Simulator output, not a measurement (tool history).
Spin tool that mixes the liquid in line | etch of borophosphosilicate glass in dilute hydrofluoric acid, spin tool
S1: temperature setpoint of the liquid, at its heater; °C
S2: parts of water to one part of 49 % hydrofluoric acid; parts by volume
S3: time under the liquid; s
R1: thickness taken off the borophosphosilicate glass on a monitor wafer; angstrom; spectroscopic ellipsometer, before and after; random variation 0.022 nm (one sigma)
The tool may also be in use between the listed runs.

run	hour	S1	S2	S3	R1
1	0	21	265	35	44.364
2	6.9	20.5	275	35	41.666
3	13.8	20	285	35	38.623
4	17.5	20	285	35	39.161
5	25.1	20	220	35	53.945
6	27.7	19.5	240	35	47.984
7	28.5	19	255	35	43.371
8	32.1	18.5	265	35	40.296
9	41	18.5	275	35	38.634
10	43.8	18.5	285	35	36.756

Estimate the outcome of run 11 from the log above:
11	46.7	18.5	295	35	?

Run 11 gave R1 34.837 angstrom.
